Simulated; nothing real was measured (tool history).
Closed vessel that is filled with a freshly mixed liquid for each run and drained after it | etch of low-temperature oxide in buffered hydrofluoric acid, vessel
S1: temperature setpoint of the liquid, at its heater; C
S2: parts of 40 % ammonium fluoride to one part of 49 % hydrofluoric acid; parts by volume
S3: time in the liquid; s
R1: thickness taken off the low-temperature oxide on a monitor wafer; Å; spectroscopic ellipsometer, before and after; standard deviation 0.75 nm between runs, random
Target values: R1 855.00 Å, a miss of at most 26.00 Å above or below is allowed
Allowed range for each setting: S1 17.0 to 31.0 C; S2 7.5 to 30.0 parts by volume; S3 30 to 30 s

run,hour,S1,S2,S3,R1
1,0.0,23.0,20.5,30,710.83
2,3.5,23.0,20.5,30,706.65
3,5.5,23.0,20.5,30,705.60
4,8.3,23.0,16.5,30,888.96
5,14.6,23.0,12.5,30,1169.90
6,16.4,21.5,12.5,30,1068.40
7,17.3,20.5,12.5,30,1018.50
8,24.4,19.5,12.5,30,938.47
9,30.6,19.0,12.5,30,941.70
10,32.5,18.5,12.5,30,917.73

Exactly one of the 4 candidate moves below puts every result within its allowed miss. Which one?
A,34.4,17.0,11.0,30,?
B,34.4,18.5,14.0,30,?
C,34.4,17.0,12.0,30,?
D,34.4,18.0,11.5,30,?

move,R1
A,946.37
B,813.81
C,869.20
D,959.26
A: further off than the last run
B: carries the result that was furthest off beyond its target, to the other side
C: all results land within tolerance of their targets
D: further off than the last run
Move C is the one to make.
